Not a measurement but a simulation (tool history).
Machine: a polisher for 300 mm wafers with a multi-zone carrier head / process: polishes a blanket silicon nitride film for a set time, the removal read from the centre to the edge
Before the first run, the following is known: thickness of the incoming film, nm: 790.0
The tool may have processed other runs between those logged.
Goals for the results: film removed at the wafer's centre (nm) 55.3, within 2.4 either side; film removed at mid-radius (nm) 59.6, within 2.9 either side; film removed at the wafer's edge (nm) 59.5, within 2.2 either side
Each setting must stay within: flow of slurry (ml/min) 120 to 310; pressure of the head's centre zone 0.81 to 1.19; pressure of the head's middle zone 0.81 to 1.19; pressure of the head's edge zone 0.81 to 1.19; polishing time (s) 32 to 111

| run | hour | flow of slurry (ml/min) | pressure of the head's centre zone | pressure of the head's middle zone | pressure of the head's edge zone | polishing time (s) | film removed at the wafer's centre (nm) | film removed at mid-radius (nm) | film removed at the wafer's edge (nm) |
|---|---|---|---|---|---|---|---|---|---|
| 1 | 0 | 200 | 1 | 1 | 1 | 71 | 99.692 | 103.42 | 98.512 |
| 2 | 8.8 | 200 | 1 | 1 | 1 | 56 | 78.509 | 81.996 | 77.357 |
| 3 | 14.2 | 165 | 1 | 1 | 1 | 56 | 74.998 | 78.452 | 77.076 |
| 4 | 17.5 | 165 | 1 | 1 | 1.08 | 56 | 74.906 | 77.521 | 80.403 |
| 5 | 19.4 | 165 | 1 | 1 | 1.03 | 56 | 75.049 | 79.156 | 75.142 |
| 6 | 25.9 | 160 | 0.99 | 0.99 | 1.02 | 55 | 71.6 | 75.815 | 76.318 |
| 7 | 31.3 | 160 | 0.99 | 0.99 | 1.01 | 53 | 69.61 | 71.036 | 72.441 |
| 8 | 35 | 160 | 0.98 | 0.99 | 0.99 | 52 | 67.065 | 71.872 | 68.438 |
| 9 | 41.3 | 155 | 0.97 | 0.98 | 0.98 | 52 | 68.32 | 71.397 | 69.041 |
| 10 | 42.3 | 150 | 0.96 | 0.97 | 0.98 | 51 | 64.233 | 68.894 | 68.796 |
| 11 | 50.2 | 150 | 0.96 | 0.96 | 0.97 | 50 | 61.9 | 67.681 | 65.895 |
| 12 | 51.6 | 150 | 0.96 | 0.96 | 0.97 | 50 | 63.125 | 67.046 | 66.115 |
| 13 | 57.2 | 140 | 0.9 | 0.9 | 0.89 | 44 | 50.686 | 55.179 | 55.317 |
| 14 | 58.9 | 145 | 0.9 | 0.9 | 0.9 | 44 | 51.521 | 54.361 | 55.101 |
| 15 | 65.1 | 145 | 0.9 | 0.91 | 0.91 | 44 | 51.508 | 54.478 | 55.515 |
| 16 | 69.6 | 145 | 0.9 | 0.92 | 0.92 | 44 | 51.397 | 55.727 | 56.55 |
| 17 | 76.6 | 150 | 0.9 | 0.92 | 0.92 | 44 | 52.824 | 55.978 | 57.404 |
| 18 | 79.5 | 150 | 0.9 | 0.93 | 0.92 | 44 | 52.078 | 56.333 | 56.283 |
| 19 | 83.8 | 150 | 0.9 | 0.93 | 0.93 | 44 | 51.646 | 56.544 | 56.982 |
| 20 | 87.1 | 155 | 0.9 | 0.93 | 0.93 | 44 | 52.476 | 57.062 | 57.211 |

Exactly one of the 5 candidate moves below puts every result within its allowed miss. Which one?
| A | 90.4 | 145 | 0.96 | 0.84 | 1.03 | 44 | ? | ? | ? |
| B | 90.4 | 165 | 1.02 | 0.91 | 0.93 | 41 | ? | ? | ? |
| C | 90.4 | 235 | 0.9 | 0.92 | 0.94 | 43 | ? | ? | ? |
| D | 90.4 | 140 | 0.92 | 0.91 | 1.01 | 43 | ? | ? | ? |
| E | 90.4 | 140 | 0.81 | 0.89 | 0.98 | 47 | ? | ? | ? |

| move | film removed at the wafer's centre (nm) | film removed at mid-radius (nm) | film removed at the wafer's edge (nm) |
|---|---|---|---|
| A | 54.54 | 51.553 | 59.464 |
| B | 55.755 | 52.747 | 53.78 |
| C | 54.95 | 59.16 | 59.137 |
| D | 50.613 | 53.393 | 57.169 |
| E | 48.645 | 57.329 | 61.601 |
A: the furthest-off result lands on target, but another misses its tolerance
B: the furthest-off result lands on target, but another misses its tolerance
C: all results in spec
D: misses by more than the last run did
E: misses by more than the last run did
C meets every target.

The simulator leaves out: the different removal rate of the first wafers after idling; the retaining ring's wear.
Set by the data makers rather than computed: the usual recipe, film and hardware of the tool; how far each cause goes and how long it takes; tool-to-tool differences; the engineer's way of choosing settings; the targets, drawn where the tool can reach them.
